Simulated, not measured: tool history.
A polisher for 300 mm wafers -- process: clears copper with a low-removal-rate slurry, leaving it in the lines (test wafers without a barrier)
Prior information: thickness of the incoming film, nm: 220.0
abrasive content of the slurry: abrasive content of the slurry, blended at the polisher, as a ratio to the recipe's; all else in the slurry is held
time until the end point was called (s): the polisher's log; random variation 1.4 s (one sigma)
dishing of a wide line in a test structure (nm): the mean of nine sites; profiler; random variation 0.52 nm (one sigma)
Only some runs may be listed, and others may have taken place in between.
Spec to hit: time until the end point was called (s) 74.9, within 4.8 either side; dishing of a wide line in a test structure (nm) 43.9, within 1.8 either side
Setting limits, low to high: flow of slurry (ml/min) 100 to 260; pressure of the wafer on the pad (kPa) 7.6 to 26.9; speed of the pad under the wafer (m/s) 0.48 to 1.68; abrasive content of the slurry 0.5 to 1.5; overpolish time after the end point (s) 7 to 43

| run | hour | flow of slurry (ml/min) | pressure of the wafer on the pad (kPa) | speed of the pad under the wafer (m/s) | abrasive content of the slurry | overpolish time after the end point (s) | time until the end point was called (s) | dishing of a wide line in a test structure (nm) |
|---|---|---|---|---|---|---|---|---|
| 1 | 0 | 165 | 17.2 | 1.08 | 1 | 22 | 88.974 | 29.352 |
| 2 | 6.3 | 165 | 17.2 | 1.08 | 0.85 | 22 | 90.842 | 29.123 |
| 3 | 12.2 | 165 | 17.2 | 1.28 | 0.85 | 22 | 76.561 | 33.631 |
| 4 | 18.9 | 160 | 17.2 | 1.28 | 0.85 | 23 | 75.158 | 33.817 |
| 5 | 27 | 165 | 17.2 | 1.28 | 0.85 | 24 | 75.714 | 35.004 |
| 6 | 35 | 165 | 17.2 | 1.28 | 0.85 | 27 | 75.816 | 38.876 |
| 7 | 40 | 170 | 17.2 | 1.28 | 0.85 | 29 | 75.965 | 40.605 |
| 8 | 48.4 | 170 | 17.2 | 1.28 | 0.85 | 30 | 74.588 | 41.127 |

4 candidate next runs follow, results not yet known. Just one meets every target within its allowed miss. Identify it.
| A | 56.8 | 170 | 16.5 | 1.3 | 0.85 | 28 | ? | ? |
| B | 56.8 | 180 | 17.9 | 1.36 | 0.85 | 25 | ? | ? |
| C | 56.8 | 195 | 16.5 | 1.42 | 0.7 | 28 | ? | ? |
| D | 56.8 | 125 | 17.2 | 1.44 | 0.65 | 32 | ? | ? |

| move | time until the end point was called (s) | dishing of a wide line in a test structure (nm) |
|---|---|---|
| A | 76.667 | 38.369 |
| B | 68.599 | 38.581 |
| C | 72.404 | 39.997 |
| D | 74.384 | 43.301 |
A: misses by more than the last run did
B: misses by more than the last run did
C: misses by more than the last run did
D: every result lands within tolerance
The right move is D.
